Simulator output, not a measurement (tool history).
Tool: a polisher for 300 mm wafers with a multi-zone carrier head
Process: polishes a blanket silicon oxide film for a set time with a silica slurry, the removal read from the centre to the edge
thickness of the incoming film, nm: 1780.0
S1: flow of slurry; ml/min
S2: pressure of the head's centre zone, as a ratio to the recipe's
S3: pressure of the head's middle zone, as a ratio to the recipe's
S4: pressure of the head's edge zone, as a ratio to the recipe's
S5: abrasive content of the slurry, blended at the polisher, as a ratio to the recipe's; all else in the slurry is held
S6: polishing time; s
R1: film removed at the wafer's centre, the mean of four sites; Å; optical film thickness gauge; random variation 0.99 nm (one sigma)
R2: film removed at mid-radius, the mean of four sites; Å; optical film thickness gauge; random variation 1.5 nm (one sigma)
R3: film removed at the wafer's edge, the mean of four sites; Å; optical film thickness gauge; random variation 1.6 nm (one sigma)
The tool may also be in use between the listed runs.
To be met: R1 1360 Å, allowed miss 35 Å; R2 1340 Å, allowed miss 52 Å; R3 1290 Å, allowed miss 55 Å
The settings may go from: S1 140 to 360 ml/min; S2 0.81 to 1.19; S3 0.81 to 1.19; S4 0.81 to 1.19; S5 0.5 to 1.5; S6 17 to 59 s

run,hour,S1,S2,S3,S4,S5,S6,R1,R2,R3
1,0,230,1,1,1,1,38,887.5,897.84,900.73
2,4.2,230,1,1,1,1,46,1077.6,1101.5,1114.4
3,5.1,230,1,1,1,1,51,1192.8,1212.6,1181.1
4,12.6,230,0.93,1,1,1,51,1118,1190.5,1200.7
5,20.1,205,0.93,1,1,1,51,1084.3,1156.1,1208.1
6,26.1,205,0.93,1,1,1.2,51,1210,1333.4,1319.9
7,31.2,215,0.94,0.99,0.99,1.2,51,1236.8,1300.5,1315.4
8,35.5,280,1.01,1.04,0.92,1.2,51,1357.8,1411.5,1309.1
9,41.6,280,1.01,1.04,0.92,1.2,51,1375.1,1408.7,1305.3
10,46.7,280,1.01,1.03,0.92,1.2,51,1368.6,1399.1,1302.4
11,51.2,280,1.01,1.02,0.92,1.2,51,1364,1379.8,1291.4

Which of these 5 next moves meets every target?
A,55.7,295,1.07,0.94,0.93,1.15,49,?,?,?
B,55.7,235,1.04,1.12,0.83,1.25,48,?,?,?
C,55.7,310,0.99,0.97,0.89,1.2,51,?,?,?
D,55.7,260,0.99,1.14,0.84,1.1,54,?,?,?
E,55.7,255,0.94,1,0.84,1.2,54,?,?,?

move,R1,R2,R3
A,1366.9,1224.7,1247.4
B,1322.8,1414.4,1183.9
C,1361.8,1345.9,1305.8
D,1348.1,1529.8,1263.3
E,1342.4,1431.1,1324.4
A: takes the result that was furthest off past its target
B: further off than the last run
C: meets every target
D: further off than the last run
E: further off than the last run
Answer: C

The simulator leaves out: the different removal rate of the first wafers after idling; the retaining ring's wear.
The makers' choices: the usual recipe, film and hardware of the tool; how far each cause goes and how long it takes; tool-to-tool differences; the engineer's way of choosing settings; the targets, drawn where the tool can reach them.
